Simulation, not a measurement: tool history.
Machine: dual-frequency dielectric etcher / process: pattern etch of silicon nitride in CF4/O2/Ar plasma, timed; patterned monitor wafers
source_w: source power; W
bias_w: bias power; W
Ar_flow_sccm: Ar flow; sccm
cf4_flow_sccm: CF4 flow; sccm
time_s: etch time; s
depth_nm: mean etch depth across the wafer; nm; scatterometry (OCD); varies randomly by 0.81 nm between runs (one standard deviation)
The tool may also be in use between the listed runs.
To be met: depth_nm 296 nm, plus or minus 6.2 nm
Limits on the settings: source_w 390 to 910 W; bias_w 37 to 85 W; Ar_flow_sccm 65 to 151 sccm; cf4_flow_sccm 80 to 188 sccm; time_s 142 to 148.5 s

run  hour  source_w  bias_w  Ar_flow_sccm  cf4_flow_sccm  time_s  depth_nm
  1     0       650      61           108            134     142    339.87
  2     4       650      61           108            134   148.5    353.91
  3  10.1       720      61           108            134   148.5    384.65
  4  15.9       720      51           108            134   148.5    364.47
  5  24.8       670      51           108            134   148.5    344.47
  6  30.4       670      51           108            134   148.5    343.28
  7  34.6       630      51           108            134   148.5    329.98
  8    43       600      51           108            134   148.5    317.34
  9  45.4       580      51           108            134   148.5    308.94
 10  46.1       570      51           108            134   148.5    304.05

5 next moves are on the table. One of them brings every result within its allowed miss. Which?
  A  46.8       590      53           105            156   143.5         ?
  B  46.8       690      37           101            116     143         ?
  C  46.8       590      46           102            143   148.5         ?
  D  46.8       570      54            91            123     142         ?
  E  46.8       660      42            84            111     145         ?

move  depth_nm
   A    311.75
   B    311.38
   C     308.7
   D    299.74
   E     318.9
A: misses by more than the last run did
B: misses by more than the last run did
C: misses by more than the last run did
D: meets every target
E: misses by more than the last run did
So the answer is move D, the one that meets all the targets.

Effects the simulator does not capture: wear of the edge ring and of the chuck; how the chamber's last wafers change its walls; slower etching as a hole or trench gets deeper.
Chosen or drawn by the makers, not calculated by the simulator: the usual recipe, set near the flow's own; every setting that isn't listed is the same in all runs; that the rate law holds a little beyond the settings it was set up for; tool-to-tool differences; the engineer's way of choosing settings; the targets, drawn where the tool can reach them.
